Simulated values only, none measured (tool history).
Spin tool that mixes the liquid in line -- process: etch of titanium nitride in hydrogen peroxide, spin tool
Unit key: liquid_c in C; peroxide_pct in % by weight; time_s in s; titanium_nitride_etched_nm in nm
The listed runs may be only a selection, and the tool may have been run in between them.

run  hour  liquid_c  peroxide_pct  time_s  titanium_nitride_etched_nm
  1   0.0      52.0          23.0      80                      6.8652
  2   5.0      52.0          23.0      60                      5.2079
  3   9.6      55.5          23.0      60                      6.5897
  4  15.0      55.5          23.0      60                      6.6449
  5  24.0      58.5          23.5      60                      8.3265
  6  30.7      60.5          23.5      60                      9.3420

What will run 7 give?
  7  31.7      62.0          23.5      60                           ?

{"run 7": {"titanium_nitride_etched_nm": 10.144}}

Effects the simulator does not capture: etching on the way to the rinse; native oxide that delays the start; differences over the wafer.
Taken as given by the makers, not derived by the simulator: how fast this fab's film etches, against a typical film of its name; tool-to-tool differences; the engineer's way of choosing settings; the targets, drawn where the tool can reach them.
